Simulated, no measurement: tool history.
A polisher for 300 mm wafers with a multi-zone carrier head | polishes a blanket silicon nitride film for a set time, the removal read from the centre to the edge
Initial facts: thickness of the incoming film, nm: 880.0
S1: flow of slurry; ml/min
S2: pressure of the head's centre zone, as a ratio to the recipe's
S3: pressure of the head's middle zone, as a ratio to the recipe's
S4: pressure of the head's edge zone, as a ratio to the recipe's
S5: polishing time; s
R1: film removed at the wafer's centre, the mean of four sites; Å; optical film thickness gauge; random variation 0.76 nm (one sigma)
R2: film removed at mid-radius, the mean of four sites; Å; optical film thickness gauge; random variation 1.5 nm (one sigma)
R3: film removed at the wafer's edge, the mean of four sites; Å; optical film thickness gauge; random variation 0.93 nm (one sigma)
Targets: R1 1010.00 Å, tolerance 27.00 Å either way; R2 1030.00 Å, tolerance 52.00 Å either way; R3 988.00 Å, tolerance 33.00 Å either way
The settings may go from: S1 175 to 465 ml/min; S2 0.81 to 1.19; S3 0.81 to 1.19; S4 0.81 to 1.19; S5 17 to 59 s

| run | day | S1 | S2 | S3 | S4 | S5 | R1 | R2 | R3 |
|---|---|---|---|---|---|---|---|---|---|
| 1 | 0.000 | 295 | 1.00 | 1.00 | 1.00 | 38 | 859.73 | 866.24 | 855.00 |
| 2 | 0.367 | 295 | 1.00 | 1.04 | 1.00 | 38 | 861.94 | 877.64 | 854.63 |
| 3 | 0.733 | 300 | 1.01 | 1.05 | 1.01 | 38 | 871.51 | 881.47 | 853.46 |
| 4 | 0.808 | 300 | 1.01 | 1.06 | 1.02 | 39 | 909.58 | 941.92 | 878.10 |
| 5 | 1.142 | 305 | 1.01 | 1.06 | 1.03 | 39 | 905.92 | 927.79 | 904.67 |
| 6 | 1.404 | 305 | 0.97 | 1.06 | 1.03 | 39 | 869.15 | 937.85 | 878.13 |
| 7 | 1.612 | 310 | 0.98 | 1.07 | 1.04 | 39 | 871.43 | 942.17 | 896.10 |
| 8 | 1.975 | 315 | 0.99 | 1.08 | 1.05 | 39 | 890.97 | 950.59 | 904.34 |
| 9 | 2.150 | 315 | 0.99 | 1.08 | 1.05 | 39 | 892.69 | 939.44 | 890.26 |
| 10 | 2.338 | 315 | 0.99 | 1.08 | 1.06 | 39 | 888.65 | 970.30 | 893.42 |
| 11 | 2.621 | 315 | 1.00 | 1.07 | 1.07 | 39 | 892.18 | 923.99 | 900.64 |
| 12 | 2.804 | 320 | 1.00 | 1.08 | 1.08 | 39 | 897.67 | 931.14 | 905.55 |

Which single option among these 4 for the next run brings every result within its allowed miss of target? Just one does.
| A | 2.988 | 280 | 0.87 | 1.19 | 0.96 | 39 | ? | ? | ? |
| B | 2.988 | 235 | 1.15 | 1.06 | 1.05 | 42 | ? | ? | ? |
| C | 2.988 | 285 | 1.19 | 1.08 | 1.04 | 38 | ? | ? | ? |
| D | 2.988 | 220 | 1.09 | 1.16 | 1.16 | 42 | ? | ? | ? |

| move | R1 | R2 | R3 |
|---|---|---|---|
| A | 769.14 | 1011.60 | 857.00 |
| B | 1069.40 | 973.02 | 949.13 |
| C | 1029.10 | 914.91 | 870.39 |
| D | 1002.90 | 1032.60 | 989.86 |
A: misses by more than the last run did
B: pushes the last run's worst result past its target
C: brings the result that was furthest off to its target, and leaves another outside
D: all results land within tolerance of their targets
Correct choice: D, which meets every target
